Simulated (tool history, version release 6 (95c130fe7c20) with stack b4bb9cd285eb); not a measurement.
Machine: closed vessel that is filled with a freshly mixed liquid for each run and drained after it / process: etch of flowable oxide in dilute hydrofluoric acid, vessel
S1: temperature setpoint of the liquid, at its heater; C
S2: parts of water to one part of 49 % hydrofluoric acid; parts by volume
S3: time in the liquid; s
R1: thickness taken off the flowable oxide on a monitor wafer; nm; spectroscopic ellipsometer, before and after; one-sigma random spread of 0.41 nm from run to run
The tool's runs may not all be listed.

run    day    S1  S2  S3      R1
  1  0.000  21.0  45  30  25.411
  2  0.050  21.0  30  30  38.647
  3  0.279  21.0  35  30  32.861
  4  0.433  21.0  35  30  32.469
  5  0.542  24.0  35  30  37.135
  6  0.796  24.5  35  30  37.848
  7  0.871  25.0  35  30  38.674

Run 8 comes next. What will it give?
  8  0.946  25.5  35  30   ?

{"run 8": {"R1": 39.937}}
